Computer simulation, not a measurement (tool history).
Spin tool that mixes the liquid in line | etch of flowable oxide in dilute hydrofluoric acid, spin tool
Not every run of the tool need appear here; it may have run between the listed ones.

| run | hour | temperature setpoint of the liquid (K) | parts of water to one part of 49 % hydrofluoric acid (parts by volume) | time under the liquid (s) | thickness taken off the flowable oxide on a monitor wafer (Å) |
|---|---|---|---|---|---|
| 1 | 0.0 | 297.15 | 280 | 70 | 50.751 |
| 2 | 5.1 | 297.15 | 315 | 70 | 43.435 |
| 3 | 11.5 | 297.15 | 235 | 70 | 61.732 |
| 4 | 13.3 | 298.65 | 235 | 70 | 65.540 |
| 5 | 15.4 | 295.15 | 235 | 70 | 58.148 |
| 6 | 21.9 | 295.15 | 235 | 70 | 58.028 |

What does the tool deliver on the next run?
| 7 | 23.2 | 296.65 | 235 | 70 | ? |

Logged for run 7: thickness taken off the flowable oxide on a monitor wafer (Å) 61.630.
